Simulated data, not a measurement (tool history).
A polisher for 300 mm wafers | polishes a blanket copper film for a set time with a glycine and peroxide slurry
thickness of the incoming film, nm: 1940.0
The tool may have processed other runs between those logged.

run	day	flow of slurry (ml/min)	pressure of the wafer on the pad (kPa)	speed of the pad under the wafer (m/s)	polishing time (s)	film removed (angstrom)
1	0	265	11	0.78	59	1563
2	0.054	265	11.7	0.78	59	1579.4
3	0.258	265	12.4	0.78	59	1653.3
4	0.392	265	12.4	0.64	59	1469.6
5	0.658	265	13.1	0.64	59	1505.1
6	0.796	265	15.2	0.64	59	1656.9
7	0.883	265	15.9	0.64	59	1725

Expected results for the next run?
8	1.083	265	16.5	0.64	59	?

{"run 8": {"film removed (angstrom)": 1785.3}}

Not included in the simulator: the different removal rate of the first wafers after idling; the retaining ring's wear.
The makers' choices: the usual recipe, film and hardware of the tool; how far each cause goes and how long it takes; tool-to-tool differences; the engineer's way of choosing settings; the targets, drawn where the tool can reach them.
